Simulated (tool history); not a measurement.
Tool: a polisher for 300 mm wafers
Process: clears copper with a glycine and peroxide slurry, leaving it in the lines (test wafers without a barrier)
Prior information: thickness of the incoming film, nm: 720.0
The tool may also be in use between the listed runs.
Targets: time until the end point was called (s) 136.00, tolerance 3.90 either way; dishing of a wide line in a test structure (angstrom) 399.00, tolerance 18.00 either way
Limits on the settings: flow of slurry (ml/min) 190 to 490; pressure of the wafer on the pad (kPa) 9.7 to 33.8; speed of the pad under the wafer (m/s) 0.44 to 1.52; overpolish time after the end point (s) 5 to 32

run    day  flow of slurry (ml/min)  pressure of the wafer on the pad (kPa)  speed of the pad under the wafer (m/s)  overpolish time after the end point (s)  time until the end point was called (s)  dishing of a wide line in a test structure (angstrom)
  1  0.000                      315                                    21.4                                    0.98                                       16                                   120.40                                                 609.10
  2  0.375                      315                                    21.4                                    1.12                                       16                                   107.30                                                 673.81
  3  0.512                      315                                    21.4                                    1.12                                       23                                   107.70                                                 888.78
  4  0.621                      320                                    19.3                                    1.12                                       19                                   117.02                                                 709.03
     0.762  -- slurry nozzle cleaned
  5  0.762                      350                                    19.3                                    1.12                                       19                                   114.30                                                 730.58
  6  1.029                      300                                    19.3                                    1.12                                       19                                   117.43                                                 722.67
  7  1.350                      320                                    17.9                                    1.10                                       16                                   124.14                                                 591.59
  8  1.512                      325                                    17.2                                    1.10                                       14                                   128.42                                                 510.44
  9  1.821                      325                                    16.5                                    1.10                                       13                                   132.68                                                 462.53
 10  2.146                      325                                    16.5                                    1.10                                       12                                   132.63                                                 428.64
 11  2.496                      320                                    16.5                                    1.10                                       12                                   134.00                                                 444.01
 12  2.704                      320                                    16.5                                    1.10                                       12                                   132.03                                                 439.88
 13  2.754                      315                                    16.5                                    1.10                                       12                                   131.37                                                 432.19

Pick the move, out of 4, that brings all results within their allowed miss; only one does.
  A  2.804                      290                                    15.2                                    1.16                                       10                                        ?                                                      ?
  B  2.804                      295                                    16.5                                    0.98                                       13                                        ?                                                      ?
  C  2.804                      305                                    15.2                                    1.16                                       10                                        ?                                                      ?
  D  2.804                      285                                    15.9                                    1.14                                       11                                        ?                                                      ?

move  time until the end point was called (s)  dishing of a wide line in a test structure (angstrom)
   A                                   137.39                                                 359.13
   B                                   146.48                                                 431.29
   C                                   136.74                                                 360.66
   D                                   134.63                                                 399.02
A: carries the result that was furthest off beyond its target, to the other side
B: misses by more than the last run did
C: carries the result that was furthest off beyond its target, to the other side
D: all results land within tolerance of their targets
Answer: D

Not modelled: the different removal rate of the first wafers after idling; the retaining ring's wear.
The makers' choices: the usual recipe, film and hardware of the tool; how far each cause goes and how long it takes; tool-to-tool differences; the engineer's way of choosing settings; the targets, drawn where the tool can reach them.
